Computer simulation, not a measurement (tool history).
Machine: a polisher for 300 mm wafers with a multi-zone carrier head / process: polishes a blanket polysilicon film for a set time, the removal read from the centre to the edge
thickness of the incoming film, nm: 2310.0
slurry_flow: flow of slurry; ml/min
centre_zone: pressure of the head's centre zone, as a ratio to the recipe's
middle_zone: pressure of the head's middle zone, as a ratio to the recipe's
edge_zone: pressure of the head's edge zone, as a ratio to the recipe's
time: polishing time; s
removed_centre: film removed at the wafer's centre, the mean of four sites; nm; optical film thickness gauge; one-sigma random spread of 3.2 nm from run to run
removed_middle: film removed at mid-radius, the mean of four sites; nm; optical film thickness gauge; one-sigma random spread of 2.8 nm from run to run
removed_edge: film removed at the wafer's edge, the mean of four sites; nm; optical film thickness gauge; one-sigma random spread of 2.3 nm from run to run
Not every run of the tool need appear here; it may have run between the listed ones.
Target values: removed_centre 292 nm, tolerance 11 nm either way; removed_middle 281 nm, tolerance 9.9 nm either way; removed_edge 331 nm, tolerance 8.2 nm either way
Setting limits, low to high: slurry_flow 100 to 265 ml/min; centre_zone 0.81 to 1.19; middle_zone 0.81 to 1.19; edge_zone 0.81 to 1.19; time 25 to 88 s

Run 1, day 0: slurry_flow 170 ml/min, centre_zone 1, middle_zone 1, edge_zone 1, time 56 s. Result: removed_centre 518.38 nm, removed_middle 505.83 nm, removed_edge 509.8 nm.
Run 2, day 0.342: slurry_flow 165 ml/min, centre_zone 0.98, middle_zone 0.98, edge_zone 0.99, time 53 s. Result: removed_centre 481.37 nm, removed_middle 459.32 nm, removed_edge 477.06 nm.
Run 3, day 0.692: slurry_flow 165 ml/min, centre_zone 0.98, middle_zone 0.94, edge_zone 0.99, time 53 s. Result: removed_centre 477.55 nm, removed_middle 449.44 nm, removed_edge 477.93 nm.
Run 4, day 0.779: slurry_flow 140 ml/min, centre_zone 0.98, middle_zone 0.94, edge_zone 0.99, time 53 s. Result: removed_centre 455.45 nm, removed_middle 436.37 nm, removed_edge 470.22 nm.
Run 5, day 0.925: slurry_flow 140 ml/min, centre_zone 1.05, middle_zone 0.94, edge_zone 0.99, time 53 s. Result: removed_centre 484.37 nm, removed_middle 435.45 nm, removed_edge 468.76 nm.
Run 6, day 1.242: slurry_flow 135 ml/min, centre_zone 1.03, middle_zone 0.93, edge_zone 0.98, time 51 s. Result: removed_centre 454.69 nm, removed_middle 413.55 nm, removed_edge 443.46 nm.
Run 7, day 1.392: slurry_flow 130 ml/min, centre_zone 1.01, middle_zone 0.92, edge_zone 0.98, time 49 s. Result: removed_centre 418.83 nm, removed_middle 377.87 nm, removed_edge 424.94 nm.
Run 8, day 1.529: slurry_flow 130 ml/min, centre_zone 0.91, middle_zone 0.89, edge_zone 0.88, time 37 s. Result: removed_centre 295.11 nm, removed_middle 284.86 nm, removed_edge 300.43 nm.
Run 9, day 1.688: slurry_flow 130 ml/min, centre_zone 0.91, middle_zone 0.88, edge_zone 0.9, time 37 s. Result: removed_centre 293.18 nm, removed_middle 280.87 nm, removed_edge 304.34 nm.
Run 10, day 1.883: slurry_flow 130 ml/min, centre_zone 0.91, middle_zone 0.88, edge_zone 0.91, time 37 s. Result: removed_centre 295.35 nm, removed_middle 280.37 nm, removed_edge 309.71 nm.
Run 11, day 1.983: slurry_flow 130 ml/min, centre_zone 0.91, middle_zone 0.88, edge_zone 0.92, time 37 s. Result: removed_centre 296.57 nm, removed_middle 281.84 nm, removed_edge 310.06 nm.
Run 12, day 2.292: slurry_flow 130 ml/min, centre_zone 0.91, middle_zone 0.88, edge_zone 0.93, time 37 s. Result: removed_centre 295.17 nm, removed_middle 286.52 nm, removed_edge 311.22 nm.

Exactly one of the 5 candidate moves below puts every result within its allowed miss. Which one?
Run A, day 2.6: slurry_flow 100 ml/min, centre_zone 0.9, middle_zone 0.97, edge_zone 1, time 40 s. Result: removed_centre ?, removed_middle ?, removed_edge ?.
Run B, day 2.6: slurry_flow 115 ml/min, centre_zone 0.92, middle_zone 0.87, edge_zone 0.9, time 39 s. Result: removed_centre ?, removed_middle ?, removed_edge ?.
Run C, day 2.6: slurry_flow 125 ml/min, centre_zone 0.83, middle_zone 0.81, edge_zone 0.89, time 40 s. Result: removed_centre ?, removed_middle ?, removed_edge ?.
Run D, day 2.6: slurry_flow 140 ml/min, centre_zone 0.81, middle_zone 0.86, edge_zone 0.99, time 40 s. Result: removed_centre ?, removed_middle ?, removed_edge ?.
Run E, day 2.6: slurry_flow 105 ml/min, centre_zone 0.88, middle_zone 0.82, edge_zone 0.93, time 38 s. Result: removed_centre ?, removed_middle ?, removed_edge ?.

move  removed_centre  removed_middle  removed_edge
   A          285.88          307.17        329.26
   B          298.59          286.26        315.44
   C          289.97           283.6        327.43
   D          293.93           306.4        350.86
   E          271.72          258.24        306.23
A: the furthest-off result lands on target, but another misses its tolerance
B: gains on the last run, yet a result remains outside its allowed miss
C: all results in spec
D: moves the result that the last run missed by most past its target, out the other side
E: lands further from the targets than the last run did
Go with C: it meets all targets.

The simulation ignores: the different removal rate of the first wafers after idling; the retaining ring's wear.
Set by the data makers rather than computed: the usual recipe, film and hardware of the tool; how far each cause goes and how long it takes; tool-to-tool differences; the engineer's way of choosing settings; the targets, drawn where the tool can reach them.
